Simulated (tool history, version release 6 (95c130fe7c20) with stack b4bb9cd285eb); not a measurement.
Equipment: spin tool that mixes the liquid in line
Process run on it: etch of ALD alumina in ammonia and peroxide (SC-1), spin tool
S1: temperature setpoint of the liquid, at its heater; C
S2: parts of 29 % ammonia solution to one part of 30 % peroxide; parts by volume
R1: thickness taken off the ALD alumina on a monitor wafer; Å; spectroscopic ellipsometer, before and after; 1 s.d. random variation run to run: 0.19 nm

run 1 hour=0 | S1=56 S2=0.75 time_under_the_liquid_(s)=90 | R1=117.83
run 2 hour=7.6 | S1=62.5 S2=0.75 time_under_the_liquid_(s)=90 | R1=165.89
run 3 hour=16.6 | S1=63 S2=0.75 time_under_the_liquid_(s)=90 | R1=171.5
run 4 hour=20.9 | S1=63.5 S2=0.75 time_under_the_liquid_(s)=90 | R1=173.83
run 5 hour=28.2 | S1=63.5 S2=0.75 time_under_the_liquid_(s)=70 | R1=137.11
run 6 hour=36.6 | S1=63.5 S2=1 time_under_the_liquid_(s)=70 | R1=138.08
run 7 hour=37.6 | S1=64.5 S2=0.95 time_under_the_liquid_(s)=70 | R1=145.55

Run 8, settings as shown, results not yet in. Your forecast:
run 8 hour=41.5 | S1=65.5 S2=0.9 time_under_the_liquid_(s)=70 | R1=?

R1: 152.72 Å
